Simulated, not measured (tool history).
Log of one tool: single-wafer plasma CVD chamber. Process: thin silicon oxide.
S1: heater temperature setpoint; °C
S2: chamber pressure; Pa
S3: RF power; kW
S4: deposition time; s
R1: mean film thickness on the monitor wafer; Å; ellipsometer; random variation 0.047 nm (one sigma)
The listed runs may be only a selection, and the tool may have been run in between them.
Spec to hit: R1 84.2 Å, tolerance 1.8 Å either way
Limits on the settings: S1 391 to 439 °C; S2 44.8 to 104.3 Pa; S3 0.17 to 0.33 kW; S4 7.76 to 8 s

| run | hour | S1 | S2 | S3 | S4 | R1 |
|---|---|---|---|---|---|---|
| 1 | 0 | 415 | 74.5 | 0.25 | 7.76 | 109.77 |
| 2 | 3.4 | 415 | 69.2 | 0.25 | 7.76 | 101.81 |
| 3 | 8.2 | 415 | 69.2 | 0.23 | 7.76 | 98.518 |
| 4 | 14.7 | 426 | 69.2 | 0.23 | 7.76 | 97.052 |
|  | 16.3 | capacitance manometer re-zeroed and calibrated |
| 5 | 16.3 | 426 | 66.3 | 0.23 | 7.76 | 87.548 |
| 6 | 20.2 | 426 | 66.3 | 0.23 | 7.76 | 87.096 |
| 7 | 26.6 | 427 | 66.1 | 0.23 | 7.76 | 86.051 |
| 8 | 33.1 | 428 | 66 | 0.23 | 7.76 | 86.672 |
| 9 | 37.2 | 429 | 65.9 | 0.23 | 7.76 | 86.538 |
| 10 | 45.7 | 430 | 65.7 | 0.23 | 7.76 | 85.994 |

Exercise: of the 5 proposed moves below, exactly one satisfies all targets within the stated allowed misses. Which move is it?
| A | 54.2 | 435 | 66.9 | 0.24 | 7.82 | ? |
| B | 54.2 | 428 | 64.5 | 0.23 | 7.76 | ? |
| C | 54.2 | 424 | 65.3 | 0.245 | 7.76 | ? |
| D | 54.2 | 426 | 71.2 | 0.205 | 7.85 | ? |
| E | 54.2 | 429 | 62.3 | 0.255 | 8 | ? |

| move | R1 |
|---|---|
| A | 89.889 |
| B | 84.923 |
| C | 88.709 |
| D | 89.576 |
| E | 88.618 |
A: lands further from the targets than the last run did
B: all results in spec
C: lands further from the targets than the last run did
D: lands further from the targets than the last run did
E: lands further from the targets than the last run did
B is the move that brings every result within its allowed miss.
